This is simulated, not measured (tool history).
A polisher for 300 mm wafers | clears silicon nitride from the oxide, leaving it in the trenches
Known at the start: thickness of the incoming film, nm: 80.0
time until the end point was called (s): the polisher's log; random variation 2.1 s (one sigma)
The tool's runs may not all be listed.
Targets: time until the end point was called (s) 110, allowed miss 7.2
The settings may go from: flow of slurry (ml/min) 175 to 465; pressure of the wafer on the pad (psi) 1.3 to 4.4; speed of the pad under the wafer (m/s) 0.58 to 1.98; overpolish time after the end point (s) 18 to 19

run,hour,flow of slurry (ml/min),pressure of the wafer on the pad (psi),speed of the pad under the wafer (m/s),overpolish time after the end point (s),time until the end point was called (s)
1,0,295,2.8,1.28,18,74.825
2,3.6,295,2.8,1.28,18,75.869
3,12.5,295,2.8,1.08,18,91.095
4,20.9,295,2.8,1.08,19,87.835
5,24.9,295,2.8,1.2,19,79.383
6,32.9,295,2.7,1.2,19,84.958
7,37.6,295,2.6,1.2,19,82.823
8,46,295,2.5,1.18,19,90.15

4 next moves are on the table. One of them brings every result within its allowed miss. Which?
A,54.4,300,1.9,1.28,19,?
B,54.4,290,2.7,1.26,18,?
C,54.4,390,2,1.36,18,?
D,54.4,270,2.4,1.48,18,?

move,time until the end point was called (s)
A,110.67
B,80.466
C,96.541
D,77.876
A: meets every target
B: further off than the last run
C: nearer than the last run, and not there yet
D: further off than the last run
Answer: A

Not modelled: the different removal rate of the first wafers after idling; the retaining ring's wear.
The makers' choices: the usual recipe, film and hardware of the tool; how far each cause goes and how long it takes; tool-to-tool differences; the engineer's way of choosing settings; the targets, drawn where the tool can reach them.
